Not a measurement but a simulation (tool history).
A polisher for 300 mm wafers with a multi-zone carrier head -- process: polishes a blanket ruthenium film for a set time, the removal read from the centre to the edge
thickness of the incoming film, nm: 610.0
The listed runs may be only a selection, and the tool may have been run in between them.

run    day  flow of slurry (ml/min)  pressure of the head's centre zone  pressure of the head's middle zone  pressure of the head's edge zone  polishing time (s)  film removed at the wafer's centre (nm)  film removed at mid-radius (nm)  film removed at the wafer's edge (nm)
  1  0.000                      270                                1.00                                1.00                              1.00                  49                                   45.920                           45.934                                 43.888
  2  0.062                      270                                1.00                                1.00                              1.07                  49                                   45.951                           46.439                                 46.149
  3  0.104                      270                                1.00                                0.95                              1.07                  49                                   46.253                           45.114                                 46.700
  4  0.479                      270                                0.92                                0.95                              1.07                  49                                   43.167                           44.923                                 46.164
  5  0.750                      265                                0.92                                0.94                              1.05                  49                                   43.720                           45.762                                 46.017
  6  0.896                      265                                0.93                                0.93                              1.04                  48                                   42.223                           44.750                                 44.863
  7  1.029                      265                                0.95                                0.92                              1.04                  47                                   42.038                           42.475                                 43.482

Forecast run 8:
  8  1.296                      265                                0.95                                0.91                              1.03                  47                                        ?                                ?                                      ?

film removed at the wafer's centre (nm): 43.025
film removed at mid-radius (nm): 42.577
film removed at the wafer's edge (nm): 43.612
